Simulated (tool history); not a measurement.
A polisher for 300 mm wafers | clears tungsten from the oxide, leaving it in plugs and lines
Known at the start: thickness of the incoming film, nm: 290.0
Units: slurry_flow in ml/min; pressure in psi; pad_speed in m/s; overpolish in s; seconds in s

run 1 hour=0.0 | slurry_flow=230 pressure=3.2 pad_speed=1.12 slurry_solids=1.00 overpolish=26 | seconds=96.718
run 2 hour=6.8 | slurry_flow=230 pressure=3.2 pad_speed=1.12 slurry_solids=1.15 overpolish=26 | seconds=93.818
run 3 hour=9.3 | slurry_flow=230 pressure=3.7 pad_speed=1.14 slurry_solids=1.15 overpolish=26 | seconds=78.587
run 4 hour=12.4 | slurry_flow=230 pressure=3.7 pad_speed=1.14 slurry_solids=1.15 overpolish=28 | seconds=80.759
run 5 hour=19.8 | slurry_flow=230 pressure=3.7 pad_speed=0.98 slurry_solids=1.15 overpolish=28 | seconds=91.545
run 6 hour=23.1 | slurry_flow=230 pressure=3.7 pad_speed=0.98 slurry_solids=1.15 overpolish=26 | seconds=92.803

Forecast run 7:
run 7 hour=27.0 | slurry_flow=230 pressure=4.1 pad_speed=1.02 slurry_solids=1.15 overpolish=26 | seconds=?

seconds: 80.087 s
